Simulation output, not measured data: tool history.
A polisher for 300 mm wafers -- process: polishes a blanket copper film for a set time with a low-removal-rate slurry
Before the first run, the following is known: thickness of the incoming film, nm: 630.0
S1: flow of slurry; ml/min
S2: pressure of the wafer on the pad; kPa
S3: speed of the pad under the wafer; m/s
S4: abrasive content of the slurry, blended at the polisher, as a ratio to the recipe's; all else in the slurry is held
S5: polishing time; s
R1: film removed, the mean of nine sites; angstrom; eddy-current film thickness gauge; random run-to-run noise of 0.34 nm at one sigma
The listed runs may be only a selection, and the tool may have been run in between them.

run  hour   S1    S2    S3    S4  S5      R1
  1   0.0  270  18.6  0.94  1.00  34  793.78
  2   4.6  270  18.6  0.94  0.80  34  756.84
  3  11.4  270  18.6  0.94  0.65  34  729.53
  4  17.0  270  17.2  0.94  0.65  34  675.50
  5  25.1  270  17.2  0.94  0.75  34  699.19
  6  28.8  270  17.2  0.94  0.65  34  678.11
  7  32.1  270  15.9  0.94  0.65  34  616.36
  8  35.6  270  15.9  0.94  0.65  34  633.79

Run 9, settings as shown, results not yet in. Your forecast:
  9  42.4  270  14.5  0.94  0.65  34   ?

R1: 573.12 angstrom

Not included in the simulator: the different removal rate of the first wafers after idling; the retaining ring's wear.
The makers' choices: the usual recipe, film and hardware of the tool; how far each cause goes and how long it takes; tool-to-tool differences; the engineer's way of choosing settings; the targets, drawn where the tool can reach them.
